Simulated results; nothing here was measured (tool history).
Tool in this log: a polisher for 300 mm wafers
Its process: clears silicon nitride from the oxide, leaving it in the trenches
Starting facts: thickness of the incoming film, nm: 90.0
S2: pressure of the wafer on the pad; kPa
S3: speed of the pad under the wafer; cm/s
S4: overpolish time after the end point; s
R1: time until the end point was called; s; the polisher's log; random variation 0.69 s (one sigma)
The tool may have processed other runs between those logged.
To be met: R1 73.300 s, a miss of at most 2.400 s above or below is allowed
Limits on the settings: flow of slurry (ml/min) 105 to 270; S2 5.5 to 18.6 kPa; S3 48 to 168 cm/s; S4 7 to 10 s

Run 1, hour 0.0: flow of slurry (ml/min) 175, S2 11.7 kPa, S3 108 cm/s, S4 10 s. Result: R1 135.680 s.
Run 2, hour 8.1: flow of slurry (ml/min) 180, S2 13.1 kPa, S3 108 cm/s, S4 10 s. Result: R1 122.370 s.
Run 3, hour 17.0: flow of slurry (ml/min) 180, S2 13.1 kPa, S3 84 cm/s, S4 10 s. Result: R1 154.570 s.
Run 4, hour 26.0: flow of slurry (ml/min) 180, S2 13.1 kPa, S3 84 cm/s, S4 7 s. Result: R1 155.090 s.
Run 5, hour 31.1: flow of slurry (ml/min) 185, S2 14.5 kPa, S3 92 cm/s, S4 7 s. Result: R1 131.370 s.
Run 6, hour 34.2: flow of slurry (ml/min) 185, S2 15.2 kPa, S3 100 cm/s, S4 7 s. Result: R1 118.470 s.
Run 7, hour 40.7: flow of slurry (ml/min) 185, S2 15.9 kPa, S3 108 cm/s, S4 7 s. Result: R1 104.550 s.
Run 8, hour 49.8: flow of slurry (ml/min) 185, S2 16.5 kPa, S3 112 cm/s, S4 7 s. Result: R1 97.459 s.
Run 9, hour 56.1: flow of slurry (ml/min) 185, S2 16.5 kPa, S3 112 cm/s, S4 7 s. Result: R1 97.252 s.
Run 10, hour 64.9: flow of slurry (ml/min) 185, S2 16.5 kPa, S3 112 cm/s, S4 7 s. Result: R1 97.090 s.
Run 11, hour 72.7: flow of slurry (ml/min) 185, S2 17.2 kPa, S3 116 cm/s, S4 7 s. Result: R1 91.352 s.
Run 12, hour 79.3: flow of slurry (ml/min) 185, S2 17.2 kPa, S3 116 cm/s, S4 7 s. Result: R1 91.220 s.
Run 13, hour 84.8: flow of slurry (ml/min) 190, S2 17.2 kPa, S3 120 cm/s, S4 7 s. Result: R1 86.662 s.
Run 14, hour 87.9: flow of slurry (ml/min) 195, S2 17.2 kPa, S3 122 cm/s, S4 7 s. Result: R1 86.478 s.
Run 15, hour 94.1: flow of slurry (ml/min) 195, S2 17.2 kPa, S3 124 cm/s, S4 7 s. Result: R1 83.912 s.

Below are 5 possible settings for the next run. Only one of them brings all results inside the allowed miss of their targets. Which is it?
Run A, hour 100.3: flow of slurry (ml/min) 185, S2 15.9 kPa, S3 114 cm/s, S4 10 s. Result: R1 ?.
Run B, hour 100.3: flow of slurry (ml/min) 225, S2 17.2 kPa, S3 130 cm/s, S4 7 s. Result: R1 ?.
Run C, hour 100.3: flow of slurry (ml/min) 195, S2 18.6 kPa, S3 146 cm/s, S4 7 s. Result: R1 ?.
Run D, hour 100.3: flow of slurry (ml/min) 200, S2 15.9 kPa, S3 112 cm/s, S4 9 s. Result: R1 ?.
Run E, hour 100.3: flow of slurry (ml/min) 150, S2 18.6 kPa, S3 138 cm/s, S4 10 s. Result: R1 ?.

move       R1
   A   99.522
   B   79.955
   C   68.125
   D  100.210
   E   74.525
A: the biggest miss grows against the last run
B: gains on the last run, yet a result remains outside its allowed miss
C: takes the result that was furthest off past its target
D: the biggest miss grows against the last run
E: hits every target within its allowed miss
Answer: E

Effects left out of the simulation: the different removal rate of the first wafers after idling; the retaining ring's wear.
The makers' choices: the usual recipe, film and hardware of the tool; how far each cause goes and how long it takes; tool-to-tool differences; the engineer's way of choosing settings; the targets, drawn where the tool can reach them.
